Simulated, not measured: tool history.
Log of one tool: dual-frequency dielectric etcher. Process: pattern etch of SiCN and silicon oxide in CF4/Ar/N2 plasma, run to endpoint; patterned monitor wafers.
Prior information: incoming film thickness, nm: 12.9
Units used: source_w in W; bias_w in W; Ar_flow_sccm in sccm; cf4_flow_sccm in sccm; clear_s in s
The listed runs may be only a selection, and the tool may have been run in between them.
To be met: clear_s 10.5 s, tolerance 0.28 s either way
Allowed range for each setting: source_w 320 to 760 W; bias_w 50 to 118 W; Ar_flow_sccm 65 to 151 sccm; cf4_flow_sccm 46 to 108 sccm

run 1 hour=0 | source_w=540 bias_w=84 Ar_flow_sccm=108 cf4_flow_sccm=77 | clear_s=12.085
run 2 hour=7.9 | source_w=540 bias_w=91 Ar_flow_sccm=108 cf4_flow_sccm=77 | clear_s=11.739
run 3 hour=10.8 | source_w=550 bias_w=91 Ar_flow_sccm=108 cf4_flow_sccm=77 | clear_s=11.459
run 4 hour=12.7 | source_w=550 bias_w=91 Ar_flow_sccm=123 cf4_flow_sccm=77 | clear_s=11.503
run 5 hour=15 | source_w=550 bias_w=82 Ar_flow_sccm=123 cf4_flow_sccm=77 | clear_s=12.047
run 6 hour=18.1 | source_w=560 bias_w=82 Ar_flow_sccm=123 cf4_flow_sccm=77 | clear_s=11.745
run 7 hour=20.5 | source_w=570 bias_w=82 Ar_flow_sccm=123 cf4_flow_sccm=77 | clear_s=11.747
run 8 hour=23.7 | source_w=580 bias_w=82 Ar_flow_sccm=123 cf4_flow_sccm=77 | clear_s=11.508
run 9 hour=28.1 | source_w=580 bias_w=82 Ar_flow_sccm=123 cf4_flow_sccm=77 | clear_s=11.372
run 10 hour=37 | source_w=590 bias_w=82 Ar_flow_sccm=123 cf4_flow_sccm=77 | clear_s=11.125

Which of these 5 next moves meets every target?
run A hour=45.9 | source_w=580 bias_w=81 Ar_flow_sccm=124 cf4_flow_sccm=83 | clear_s=?
run B hour=45.9 | source_w=610 bias_w=63 Ar_flow_sccm=101 cf4_flow_sccm=60 | clear_s=?
run C hour=45.9 | source_w=660 bias_w=70 Ar_flow_sccm=121 cf4_flow_sccm=74 | clear_s=?
run D hour=45.9 | source_w=590 bias_w=76 Ar_flow_sccm=141 cf4_flow_sccm=86 | clear_s=?
run E hour=45.9 | source_w=560 bias_w=91 Ar_flow_sccm=113 cf4_flow_sccm=69 | clear_s=?

move=A clear_s=11.318
move=B clear_s=11.897
move=C clear_s=10.472
move=D clear_s=11.498
move=E clear_s=11.44
A: moves away from the targets compared with the last run
B: moves away from the targets compared with the last run
C: each result inside its tolerance
D: moves away from the targets compared with the last run
E: moves away from the targets compared with the last run
C is the move that brings every result within its allowed miss.
